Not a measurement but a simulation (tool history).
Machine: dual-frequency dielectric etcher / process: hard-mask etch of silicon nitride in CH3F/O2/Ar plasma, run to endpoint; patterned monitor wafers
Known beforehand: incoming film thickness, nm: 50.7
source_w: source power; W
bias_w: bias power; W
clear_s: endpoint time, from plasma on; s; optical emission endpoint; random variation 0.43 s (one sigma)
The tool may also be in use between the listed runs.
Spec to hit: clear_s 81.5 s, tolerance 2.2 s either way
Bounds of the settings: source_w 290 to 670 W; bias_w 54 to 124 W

{"run": 1, "hour": 0.0, "source_w": 480, "bias_w": 89, "clear_s": 70.081}
{"run": 2, "hour": 2.2, "source_w": 530, "bias_w": 89, "clear_s": 68.189}
{"run": 3, "hour": 4.0, "source_w": 490, "bias_w": 84, "clear_s": 70.648}
{"run": 4, "hour": 7.8, "source_w": 450, "bias_w": 80, "clear_s": 73.351}
{"run": 5, "hour": 10.9, "source_w": 450, "bias_w": 94, "clear_s": 70.157}
{"run": 6, "hour": 17.9, "source_w": 450, "bias_w": 105, "clear_s": 66.993}
{"run": 7, "hour": 18.8, "source_w": 410, "bias_w": 98, "clear_s": 69.332}
{"run": 8, "hour": 27.0, "source_w": 390, "bias_w": 90, "clear_s": 73.536}
{"run": 9, "hour": 29.9, "source_w": 370, "bias_w": 87, "clear_s": 74.711}
{"run": 10, "hour": 36.6, "source_w": 350, "bias_w": 84, "clear_s": 76.92}

Below are 4 possible settings for the next run. Only one of them brings all results inside the allowed miss of their targets. Which is it?
{"run": "A", "hour": 43.3, "source_w": 370, "bias_w": 90, "clear_s": "?"}
{"run": "B", "hour": 43.3, "source_w": 360, "bias_w": 106, "clear_s": "?"}
{"run": "C", "hour": 43.3, "source_w": 450, "bias_w": 93, "clear_s": "?"}
{"run": "D", "hour": 43.3, "source_w": 320, "bias_w": 77, "clear_s": "?"}

move=A clear_s=73.492
move=B clear_s=69.11
move=C clear_s=69.354
move=D clear_s=80.782
A: further off than the last run
B: further off than the last run
C: further off than the last run
D: in spec on every target
So the answer is move D, the one that meets all the targets.
